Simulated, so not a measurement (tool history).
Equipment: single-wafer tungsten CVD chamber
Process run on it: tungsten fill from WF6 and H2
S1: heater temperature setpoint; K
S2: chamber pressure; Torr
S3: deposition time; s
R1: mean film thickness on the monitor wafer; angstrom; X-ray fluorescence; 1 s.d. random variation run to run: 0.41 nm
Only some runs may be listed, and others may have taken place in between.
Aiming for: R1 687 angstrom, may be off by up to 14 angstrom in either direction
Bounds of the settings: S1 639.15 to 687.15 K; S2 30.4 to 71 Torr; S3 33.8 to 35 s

run 1 day=0 | S1=663.15 S2=50.7 S3=33.8 | R1=1085.1
run 2 day=0.183 | S1=663.15 S2=50.7 S3=33.8 | R1=1075.8
run 3 day=0.358 | S1=659.15 S2=50.7 S3=33.8 | R1=997.32
run 4 day=0.658 | S1=655.15 S2=50.5 S3=33.8 | R1=895.06
run 5 day=0.754 | S1=647.15 S2=50.5 S3=33.8 | R1=750.74
run 6 day=1.108 | S1=647.15 S2=50.5 S3=35 | R1=779.16
run 7 day=1.296 | S1=646.15 S2=50.5 S3=35 | R1=760.12
run 8 day=1.342 | S1=645.15 S2=50.5 S3=35 | R1=743.26
run 9 day=1.533 | S1=644.15 S2=50.5 S3=35 | R1=729.95
run 10 day=1.579 | S1=643.15 S2=50.5 S3=35 | R1=706.79

Which single option among these 5 for the next run brings every result within its allowed miss of target? Just one does.
run A day=1.625 | S1=643.15 S2=55.2 S3=34.8 | R1=?
run B day=1.625 | S1=645.15 S2=50.4 S3=34.1 | R1=?
run C day=1.625 | S1=643.15 S2=54.9 S3=34.7 | R1=?
run D day=1.625 | S1=644.15 S2=52.9 S3=33.8 | R1=?
run E day=1.625 | S1=639.15 S2=57.2 S3=35 | R1=?

move=A R1=732.12
move=B R1=722.64
move=C R1=728.26
move=D R1=714.64
move=E R1=679
A: misses by more than the last run did
B: misses by more than the last run did
C: misses by more than the last run did
D: misses by more than the last run did
E: meets every target
E is the move that brings every result within its allowed miss.

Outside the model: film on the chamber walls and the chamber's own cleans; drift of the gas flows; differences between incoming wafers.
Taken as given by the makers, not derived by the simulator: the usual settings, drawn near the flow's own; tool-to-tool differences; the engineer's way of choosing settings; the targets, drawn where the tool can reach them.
